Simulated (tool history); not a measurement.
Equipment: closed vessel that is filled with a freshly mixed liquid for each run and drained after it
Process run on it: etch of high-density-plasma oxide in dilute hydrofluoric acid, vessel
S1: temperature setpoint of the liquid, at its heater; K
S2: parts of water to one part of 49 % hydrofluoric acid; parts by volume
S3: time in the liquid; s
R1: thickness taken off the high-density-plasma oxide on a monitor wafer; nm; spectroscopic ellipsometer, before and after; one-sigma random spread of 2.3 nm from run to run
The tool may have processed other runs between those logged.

Run 1, hour 0.0: S1 293.15 K, S2 155 parts by volume, S3 2935 s. Result: R1 70.814 nm.
Run 2, hour 3.6: S1 295.15 K, S2 120 parts by volume, S3 2940 s. Result: R1 102.980 nm.
Run 3, hour 9.6: S1 297.15 K, S2 120 parts by volume, S3 2940 s. Result: R1 114.600 nm.
Run 4, hour 15.8: S1 298.15 K, S2 100 parts by volume, S3 2945 s. Result: R1 146.230 nm.
Run 5, hour 18.8: S1 299.15 K, S2 90 parts by volume, S3 2945 s. Result: R1 167.020 nm.
Run 6, hour 27.2: S1 295.65 K, S2 90 parts by volume, S3 2945 s. Result: R1 148.000 nm.

Run 7 comes next. What will it give?
Run 7, hour 30.9: S1 297.15 K, S2 80 parts by volume, S3 2945 s. Result: R1 ?.

{"run 7": {"R1": 178.52}}
